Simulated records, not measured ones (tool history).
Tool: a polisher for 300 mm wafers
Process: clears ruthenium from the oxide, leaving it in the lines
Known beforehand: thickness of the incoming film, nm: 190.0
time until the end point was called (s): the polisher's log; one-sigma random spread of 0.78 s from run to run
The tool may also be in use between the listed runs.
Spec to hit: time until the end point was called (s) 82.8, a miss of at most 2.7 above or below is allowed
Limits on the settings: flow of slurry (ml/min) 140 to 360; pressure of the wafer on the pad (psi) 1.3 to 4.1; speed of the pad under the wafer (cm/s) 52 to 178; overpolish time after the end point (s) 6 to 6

| run | day | flow of slurry (ml/min) | pressure of the wafer on the pad (psi) | speed of the pad under the wafer (cm/s) | overpolish time after the end point (s) | time until the end point was called (s) |
|---|---|---|---|---|---|---|
| 1 | 0 | 230 | 2.7 | 114 | 6 | 125.4 |
| 2 | 0.171 | 175 | 2.7 | 114 | 6 | 131.75 |
| 3 | 0.325 | 180 | 2.8 | 114 | 6 | 123.14 |
| 4 | 0.425 | 180 | 2.9 | 114 | 6 | 124.03 |
| 5 | 0.496 | 185 | 3 | 114 | 6 | 117.22 |
| 6 | 0.754 | 190 | 3.1 | 114 | 6 | 114.55 |
| 7 | 1.096 | 195 | 3.2 | 114 | 6 | 108.86 |
| 8 | 1.383 | 200 | 3.3 | 114 | 6 | 106.68 |

Which of these 5 next moves meets every target?
| A | 1.671 | 295 | 3.8 | 122 | 6 | ? |
| B | 1.671 | 255 | 3.3 | 90 | 6 | ? |
| C | 1.671 | 170 | 3.6 | 126 | 6 | ? |
| D | 1.671 | 165 | 2.8 | 92 | 6 | ? |
| E | 1.671 | 170 | 3.2 | 130 | 6 | ? |

| move | time until the end point was called (s) |
|---|---|
| A | 83.208 |
| B | 129.78 |
| C | 89.657 |
| D | 155.82 |
| E | 97.566 |
A: hits every target within its allowed miss
B: lands further from the targets than the last run did
C: moves toward the targets from the last run without getting all of them in spec
D: lands further from the targets than the last run did
E: moves toward the targets from the last run without getting all of them in spec
Answer: A
